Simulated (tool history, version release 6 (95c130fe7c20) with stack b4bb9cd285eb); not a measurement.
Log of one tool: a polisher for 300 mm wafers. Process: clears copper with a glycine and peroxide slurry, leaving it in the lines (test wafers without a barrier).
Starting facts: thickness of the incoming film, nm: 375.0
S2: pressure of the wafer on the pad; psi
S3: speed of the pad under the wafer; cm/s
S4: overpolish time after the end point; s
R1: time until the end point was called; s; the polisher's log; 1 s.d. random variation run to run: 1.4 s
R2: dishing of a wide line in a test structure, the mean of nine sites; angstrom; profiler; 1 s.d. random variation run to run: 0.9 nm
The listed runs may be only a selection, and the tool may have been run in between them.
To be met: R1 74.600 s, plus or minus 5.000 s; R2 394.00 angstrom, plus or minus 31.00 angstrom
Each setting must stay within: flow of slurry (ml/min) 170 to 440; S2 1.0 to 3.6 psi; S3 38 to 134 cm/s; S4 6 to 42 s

Run 1, hour 0.0: flow of slurry (ml/min) 280, S2 2.3 psi, S3 86 cm/s, S4 21 s. Result: R1 103.860 s, R2 338.17 angstrom.
Run 2, hour 3.3: flow of slurry (ml/min) 320, S2 2.3 psi, S3 86 cm/s, S4 21 s. Result: R1 103.000 s, R2 337.05 angstrom.
Run 3, hour 5.7: flow of slurry (ml/min) 320, S2 2.5 psi, S3 88 cm/s, S4 21 s. Result: R1 95.061 s, R2 337.39 angstrom.
Run 4, hour 8.9: flow of slurry (ml/min) 320, S2 2.5 psi, S3 88 cm/s, S4 26 s. Result: R1 97.567 s, R2 385.02 angstrom.
Run 5, hour 16.0: flow of slurry (ml/min) 320, S2 2.7 psi, S3 90 cm/s, S4 25 s. Result: R1 86.094 s, R2 362.62 angstrom.
Run 6, hour 17.5: flow of slurry (ml/min) 380, S2 2.7 psi, S3 90 cm/s, S4 25 s. Result: R1 88.851 s, R2 373.90 angstrom.
Run 7, hour 22.8: flow of slurry (ml/min) 380, S2 2.8 psi, S3 92 cm/s, S4 26 s. Result: R1 81.059 s, R2 395.77 angstrom.
Run 8, hour 25.2: flow of slurry (ml/min) 380, S2 2.9 psi, S3 92 cm/s, S4 26 s. Result: R1 79.779 s, R2 387.82 angstrom.

Below are 5 possible settings for the next run. Only one of them brings all results inside the allowed miss of their targets. Which is it?
Run A, hour 27.6: flow of slurry (ml/min) 385, S2 2.7 psi, S3 88 cm/s, S4 23 s. Result: R1 ?, R2 ?.
Run B, hour 27.6: flow of slurry (ml/min) 370, S2 3.0 psi, S3 94 cm/s, S4 17 s. Result: R1 ?, R2 ?.
Run C, hour 27.6: flow of slurry (ml/min) 360, S2 3.0 psi, S3 84 cm/s, S4 21 s. Result: R1 ?, R2 ?.
Run D, hour 27.6: flow of slurry (ml/min) 440, S2 2.9 psi, S3 96 cm/s, S4 30 s. Result: R1 ?, R2 ?.
Run E, hour 27.6: flow of slurry (ml/min) 370, S2 3.0 psi, S3 112 cm/s, S4 28 s. Result: R1 ?, R2 ?.

move      R1      R2
   A  86.523  360.41
   B  75.661  331.75
   C  83.094  352.64
   D  75.588  400.56
   E  65.337  398.37
A: the biggest miss grows against the last run
B: brings the last run's worst result on target, with another outside its allowed miss
C: the biggest miss grows against the last run
D: each result inside its tolerance
E: pushes the last run's worst result past its target
The right move is D.
